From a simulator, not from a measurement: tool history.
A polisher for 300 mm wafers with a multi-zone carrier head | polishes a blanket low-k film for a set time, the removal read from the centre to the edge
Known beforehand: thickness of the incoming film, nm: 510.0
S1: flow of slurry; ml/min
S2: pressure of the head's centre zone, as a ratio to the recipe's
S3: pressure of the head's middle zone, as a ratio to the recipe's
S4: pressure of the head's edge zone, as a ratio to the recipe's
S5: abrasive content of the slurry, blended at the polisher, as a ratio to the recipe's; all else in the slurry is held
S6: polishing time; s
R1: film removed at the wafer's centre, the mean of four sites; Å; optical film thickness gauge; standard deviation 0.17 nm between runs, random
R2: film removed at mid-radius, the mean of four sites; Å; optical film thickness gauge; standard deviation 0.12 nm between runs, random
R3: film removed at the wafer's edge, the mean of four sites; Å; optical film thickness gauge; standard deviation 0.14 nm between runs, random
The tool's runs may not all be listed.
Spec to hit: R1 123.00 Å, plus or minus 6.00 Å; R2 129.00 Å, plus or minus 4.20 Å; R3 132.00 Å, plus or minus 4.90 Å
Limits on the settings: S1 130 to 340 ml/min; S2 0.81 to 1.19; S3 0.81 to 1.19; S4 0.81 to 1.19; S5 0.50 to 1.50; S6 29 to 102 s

run  hour   S1    S2    S3    S4    S5  S6      R1      R2      R3
  1   0.0  220  1.00  1.00  1.00  1.00  65  198.62  214.73  216.55
  2   8.2  220  1.00  1.00  1.00  1.00  74  223.45  242.80  247.62
  3  13.9  170  1.00  1.00  1.00  1.00  74  217.89  240.74  238.05
  4  16.1  165  0.99  0.98  0.99  0.90  71  202.50  214.60  222.60
  5  18.7  160  0.99  0.99  0.98  0.85  67  185.02  202.51  201.84
  6  26.5  155  0.99  0.98  0.97  0.80  64  172.92  188.15  188.95
  7  30.5  155  0.99  0.97  0.96  0.75  62  164.43  173.59  181.50
     38.2  -- centre zone pressure recalibrated
  8  38.2  150  0.99  0.97  0.95  0.70  60  164.84  164.25  168.75
  9  39.5  150  0.97  0.97  0.94  0.65  59  157.93  154.63  157.49

5 next moves are on the table. One of them brings every result within its allowed miss. Which?
  A  40.8  130  0.96  1.17  0.97  0.80  43   ?   ?   ?
  B  40.8  130  0.93  0.96  0.94  0.95  44   ?   ?   ?
  C  40.8  195  0.99  0.86  0.98  0.65  47   ?   ?   ?
  D  40.8  130  0.95  1.11  1.02  0.95  58   ?   ?   ?
  E  40.8  205  0.98  0.91  0.96  0.70  47   ?   ?   ?

move      R1      R2      R3
   A  119.66  138.75  124.40
   B  126.32  129.62  133.09
   C  133.11  119.46  133.48
   D  169.41  190.31  182.10
   E  136.31  128.25  136.00
A: closer than the last run, but not yet in spec
B: hits every target within its allowed miss
C: moves the result that the last run missed by most past its target, out the other side
D: the biggest miss grows against the last run
E: gets the furthest-off result to its target, but another result is out of tolerance
B meets every target.

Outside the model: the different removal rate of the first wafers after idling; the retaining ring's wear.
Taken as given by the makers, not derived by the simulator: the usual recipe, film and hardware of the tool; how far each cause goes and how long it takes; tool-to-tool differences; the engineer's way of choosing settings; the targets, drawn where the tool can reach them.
